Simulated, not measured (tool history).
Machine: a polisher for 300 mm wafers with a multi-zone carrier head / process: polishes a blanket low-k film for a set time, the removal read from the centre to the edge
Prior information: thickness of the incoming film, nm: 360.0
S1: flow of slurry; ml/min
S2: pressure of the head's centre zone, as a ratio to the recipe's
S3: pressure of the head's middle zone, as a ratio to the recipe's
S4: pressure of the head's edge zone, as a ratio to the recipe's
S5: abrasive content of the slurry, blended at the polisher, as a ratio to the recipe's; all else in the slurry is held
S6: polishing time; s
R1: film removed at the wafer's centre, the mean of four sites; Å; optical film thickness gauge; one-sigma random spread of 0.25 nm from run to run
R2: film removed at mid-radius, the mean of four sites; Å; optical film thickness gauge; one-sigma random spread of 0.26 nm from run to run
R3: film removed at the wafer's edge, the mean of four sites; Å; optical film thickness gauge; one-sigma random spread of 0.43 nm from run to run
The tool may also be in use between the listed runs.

run,hour,S1,S2,S3,S4,S5,S6,R1,R2,R3
1,0,245,1,1,1,1,75,291.54,303.48,310.64
2,1.7,245,0.99,1,1.01,1,75,292.08,304.31,312.41
3,3.1,245,0.98,1,1.02,1,75,283.74,303.13,314.5
4,5.1,245,0.98,1,1.02,1,68,265.89,270.9,284.66
5,10.6,245,0.98,1,1.02,1.1,68,269.49,284.86,300.11
6,16.9,250,0.98,1.01,1.03,1.1,68,277.62,291.43,295.62

Predict the results of run 7:
# hour 24.7: slurry nozzle cleaned
7,24.7,245,0.97,1.01,1.03,1.1,68,?,?,?

{"run 7": {"R1": 283.94, "R2": 309.71, "R3": 311.2}}
